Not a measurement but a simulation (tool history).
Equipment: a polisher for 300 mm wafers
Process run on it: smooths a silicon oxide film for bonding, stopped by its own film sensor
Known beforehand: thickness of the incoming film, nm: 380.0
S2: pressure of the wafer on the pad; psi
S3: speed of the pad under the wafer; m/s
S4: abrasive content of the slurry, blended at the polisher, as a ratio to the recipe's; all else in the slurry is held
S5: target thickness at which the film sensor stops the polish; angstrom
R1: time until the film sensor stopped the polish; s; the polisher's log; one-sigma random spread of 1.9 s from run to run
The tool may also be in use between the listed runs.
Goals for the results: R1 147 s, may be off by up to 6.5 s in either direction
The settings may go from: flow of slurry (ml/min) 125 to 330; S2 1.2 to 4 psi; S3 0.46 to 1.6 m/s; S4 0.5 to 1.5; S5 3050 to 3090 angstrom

run 1 day=0 | flow_of_slurry_(ml/min)=210 S2=2.6 S3=1.02 S4=1 S5=3090 | R1=84.115
run 2 day=0.075 | flow_of_slurry_(ml/min)=210 S2=2.8 S3=1.02 S4=1 S5=3090 | R1=78.758
run 3 day=0.346 | flow_of_slurry_(ml/min)=210 S2=2.2 S3=1.02 S4=1 S5=3090 | R1=97.599
run 4 day=0.629 | flow_of_slurry_(ml/min)=210 S2=2.7 S3=1.02 S4=1 S5=3090 | R1=79.718
run 5 day=0.671 | flow_of_slurry_(ml/min)=210 S2=2.7 S3=1.02 S4=1 S5=3090 | R1=80.288
run 6 day=0.942 | flow_of_slurry_(ml/min)=210 S2=2.7 S3=1.02 S4=0.8 S5=3090 | R1=88.331
run 7 day=1.312 | flow_of_slurry_(ml/min)=210 S2=2.3 S3=1 S4=0.8 S5=3090 | R1=102.36
run 8 day=1.483 | flow_of_slurry_(ml/min)=210 S2=2 S3=0.98 S4=0.8 S5=3090 | R1=121.24
run 9 day=1.792 | flow_of_slurry_(ml/min)=210 S2=1.9 S3=0.98 S4=0.8 S5=3090 | R1=126.7
run 10 day=1.925 | flow_of_slurry_(ml/min)=210 S2=1.8 S3=0.98 S4=0.8 S5=3090 | R1=132.9
run 11 day=2.088 | flow_of_slurry_(ml/min)=210 S2=1.5 S3=0.98 S4=0.8 S5=3090 | R1=157.43

4 next moves are on the table. One of them brings every result within its allowed miss. Which?
run A day=2.25 | flow_of_slurry_(ml/min)=210 S2=1.6 S3=1.16 S4=0.8 S5=3090 | R1=?
run B day=2.25 | flow_of_slurry_(ml/min)=205 S2=1.8 S3=0.92 S4=0.7 S5=3090 | R1=?
run C day=2.25 | flow_of_slurry_(ml/min)=215 S2=1.6 S3=1.18 S4=0.7 S5=3090 | R1=?
run D day=2.25 | flow_of_slurry_(ml/min)=235 S2=2.1 S3=0.96 S4=0.5 S5=3090 | R1=?

move=A R1=131.83
move=B R1=148.84
move=C R1=135.59
move=D R1=136.27
A: pushes the last run's worst result past its target
B: every result within its allowed miss
C: pushes the last run's worst result past its target
D: pushes the last run's worst result past its target
Correct choice: B, which meets every target
